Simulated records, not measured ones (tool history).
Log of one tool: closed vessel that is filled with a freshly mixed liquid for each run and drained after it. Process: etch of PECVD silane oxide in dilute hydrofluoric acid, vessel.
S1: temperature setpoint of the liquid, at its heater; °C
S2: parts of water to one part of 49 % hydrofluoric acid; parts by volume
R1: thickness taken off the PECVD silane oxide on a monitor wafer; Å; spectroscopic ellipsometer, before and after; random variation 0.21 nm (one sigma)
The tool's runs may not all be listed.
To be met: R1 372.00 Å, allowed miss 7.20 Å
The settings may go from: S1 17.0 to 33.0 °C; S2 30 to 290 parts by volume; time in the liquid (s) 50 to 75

Run 1, hour 0.0: S1 25.0 °C, S2 160 parts by volume, time in the liquid (s) 75. Result: R1 158.17 Å.
Run 2, hour 7.0: S1 26.0 °C, S2 150 parts by volume, time in the liquid (s) 75. Result: R1 179.25 Å.
Run 3, hour 14.4: S1 28.5 °C, S2 150 parts by volume, time in the liquid (s) 75. Result: R1 195.48 Å.
Run 4, hour 19.9: S1 29.0 °C, S2 145 parts by volume, time in the liquid (s) 75. Result: R1 204.27 Å.
Run 5, hour 25.2: S1 31.0 °C, S2 145 parts by volume, time in the liquid (s) 75. Result: R1 221.89 Å.
Run 6, hour 31.3: S1 33.0 °C, S2 145 parts by volume, time in the liquid (s) 75. Result: R1 236.78 Å.
Run 7, hour 39.8: S1 33.0 °C, S2 80 parts by volume, time in the liquid (s) 75. Result: R1 475.64 Å.
Run 8, hour 43.9: S1 29.0 °C, S2 80 parts by volume, time in the liquid (s) 75. Result: R1 409.68 Å.
Run 9, hour 46.8: S1 28.5 °C, S2 80 parts by volume, time in the liquid (s) 75. Result: R1 398.91 Å.

Which of these 5 next moves meets every target?
Run A, hour 49.7: S1 27.5 °C, S2 85 parts by volume, time in the liquid (s) 75. Result: R1 ?.
Run B, hour 49.7: S1 29.5 °C, S2 85 parts by volume, time in the liquid (s) 75. Result: R1 ?.
Run C, hour 49.7: S1 30.0 °C, S2 90 parts by volume, time in the liquid (s) 75. Result: R1 ?.
Run D, hour 49.7: S1 30.0 °C, S2 85 parts by volume, time in the liquid (s) 75. Result: R1 ?.
Run E, hour 49.7: S1 24.0 °C, S2 70 parts by volume, time in the liquid (s) 75. Result: R1 ?.

move      R1
   A  361.47
   B  390.41
   C  373.10
   D  397.91
   E  389.69
A: takes the result that was furthest off past its target
B: nearer than the last run, and not there yet
C: meets every target
D: as far off as the last run
E: nearer than the last run, and not there yet
The right move is C.

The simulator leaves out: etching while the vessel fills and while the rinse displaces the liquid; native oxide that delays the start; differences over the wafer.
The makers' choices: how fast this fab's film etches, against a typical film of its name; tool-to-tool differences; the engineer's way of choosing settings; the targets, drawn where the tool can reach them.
